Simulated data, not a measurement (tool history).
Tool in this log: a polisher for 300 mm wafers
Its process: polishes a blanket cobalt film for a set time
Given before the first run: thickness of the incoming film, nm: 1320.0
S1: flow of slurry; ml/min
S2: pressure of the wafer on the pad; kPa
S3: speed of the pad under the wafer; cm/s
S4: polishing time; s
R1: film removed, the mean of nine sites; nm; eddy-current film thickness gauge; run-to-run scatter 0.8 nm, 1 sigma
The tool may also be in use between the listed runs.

run 1 day=0.000 | S1=175 S2=15.2 S3=90 S4=34 | R1=150.000
run 2 day=0.162 | S1=170 S2=13.1 S3=90 S4=34 | R1=136.800
run 3 day=0.292 | S1=170 S2=13.1 S3=104 S4=34 | R1=159.490
run 4 day=0.642 | S1=170 S2=10.3 S3=104 S4=34 | R1=135.990
run 5 day=0.962 | S1=170 S2=9.7 S3=98 S4=34 | R1=121.590
run 6 day=1.062 | S1=170 S2=9.0 S3=94 S4=34 | R1=115.350
run 7 day=1.238 | S1=170 S2=8.3 S3=90 S4=34 | R1=104.250
run 8 day=1.475 | S1=170 S2=8.3 S3=88 S4=34 | R1=103.120
run 9 day=1.833 | S1=170 S2=8.3 S3=86 S4=34 | R1=99.686
run 10 day=2.038 | S1=170 S2=8.3 S3=86 S4=34 | R1=100.650

The next listed run, before its measurement:
run 11 day=2.275 | S1=170 S2=8.3 S3=84 S4=34 | R1=?

{"run 11": {"R1": 100.32}}

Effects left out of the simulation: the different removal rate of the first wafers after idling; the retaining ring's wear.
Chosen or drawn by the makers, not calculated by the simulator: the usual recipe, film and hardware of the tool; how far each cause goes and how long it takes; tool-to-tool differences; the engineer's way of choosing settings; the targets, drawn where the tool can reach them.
